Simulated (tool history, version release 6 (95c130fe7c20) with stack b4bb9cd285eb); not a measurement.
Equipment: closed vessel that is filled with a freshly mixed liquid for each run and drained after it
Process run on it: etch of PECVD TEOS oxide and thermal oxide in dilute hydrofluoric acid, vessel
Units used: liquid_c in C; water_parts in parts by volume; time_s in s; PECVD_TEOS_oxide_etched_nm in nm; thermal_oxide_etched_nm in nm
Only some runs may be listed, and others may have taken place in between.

{"run": 1, "hour": 0.0, "liquid_c": 21.0, "water_parts": 115, "time_s": 60, "PECVD_TEOS_oxide_etched_nm": 8.8384, "thermal_oxide_etched_nm": 2.1656}
{"run": 2, "hour": 2.1, "liquid_c": 21.0, "water_parts": 155, "time_s": 60, "PECVD_TEOS_oxide_etched_nm": 6.307, "thermal_oxide_etched_nm": 1.4956}
{"run": 3, "hour": 6.4, "liquid_c": 20.0, "water_parts": 165, "time_s": 60, "PECVD_TEOS_oxide_etched_nm": 5.5779, "thermal_oxide_etched_nm": 1.3775}
{"run": 4, "hour": 10.1, "liquid_c": 22.5, "water_parts": 165, "time_s": 60, "PECVD_TEOS_oxide_etched_nm": 6.2469, "thermal_oxide_etched_nm": 1.4625}
{"run": 5, "hour": 11.7, "liquid_c": 21.0, "water_parts": 165, "time_s": 60, "PECVD_TEOS_oxide_etched_nm": 5.9134, "thermal_oxide_etched_nm": 1.4409}
{"run": 6, "hour": 19.7, "liquid_c": 24.0, "water_parts": 165, "time_s": 60, "PECVD_TEOS_oxide_etched_nm": 6.589, "thermal_oxide_etched_nm": 1.5548}

What will run 7 give?
{"run": 7, "hour": 26.0, "liquid_c": 22.0, "water_parts": 175, "time_s": 60, "PECVD_TEOS_oxide_etched_nm": "?", "thermal_oxide_etched_nm": "?"}

PECVD_TEOS_oxide_etched_nm: 5.6470 nm
thermal_oxide_etched_nm: 1.3840 nm
